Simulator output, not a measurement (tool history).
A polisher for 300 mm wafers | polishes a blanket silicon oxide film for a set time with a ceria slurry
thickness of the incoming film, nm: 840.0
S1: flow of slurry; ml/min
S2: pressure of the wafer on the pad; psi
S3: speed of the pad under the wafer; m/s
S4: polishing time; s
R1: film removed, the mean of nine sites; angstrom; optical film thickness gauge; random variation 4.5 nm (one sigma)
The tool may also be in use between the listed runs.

{"run": 1, "hour": 0.0, "S1": 290, "S2": 3.5, "S3": 1.34, "S4": 29, "R1": 2120.8}
{"run": 2, "hour": 3.0, "S1": 290, "S2": 3.8, "S3": 1.36, "S4": 29, "R1": 2276.2}
{"run": 3, "hour": 9.4, "S1": 290, "S2": 4.1, "S3": 1.4, "S4": 29, "R1": 2470.0}
{"run": 4, "hour": 16.1, "S1": 290, "S2": 4.3, "S3": 1.46, "S4": 29, "R1": 2680.2}
{"run": 5, "hour": 22.8, "S1": 290, "S2": 4.9, "S3": 1.46, "S4": 29, "R1": 3097.1}
{"run": 6, "hour": 28.0, "S1": 290, "S2": 4.9, "S3": 1.28, "S4": 29, "R1": 2767.1}
{"run": 7, "hour": 34.2, "S1": 290, "S2": 5.0, "S3": 1.34, "S4": 29, "R1": 2908.4}
{"run": 8, "hour": 39.9, "S1": 290, "S2": 5.1, "S3": 1.4, "S4": 29, "R1": 3071.8}
{"run": 9, "hour": 41.1, "S1": 290, "S2": 5.2, "S3": 1.46, "S4": 29, "R1": 3259.8}
{"run": 10, "hour": 45.6, "S1": 290, "S2": 5.2, "S3": 1.5, "S4": 29, "R1": 3309.8}
{"run": 11, "hour": 52.4, "S1": 290, "S2": 5.2, "S3": 1.54, "S4": 29, "R1": 3420.6}
{"run": 12, "hour": 59.4, "S1": 290, "S2": 5.2, "S3": 1.58, "S4": 29, "R1": 3502.4}

Run 13 comes next. What will it give?
{"run": 13, "hour": 60.1, "S1": 290, "S2": 5.2, "S3": 1.58, "S4": 29, "R1": "?"}

Run 13 gave R1 3489.2 angstrom.
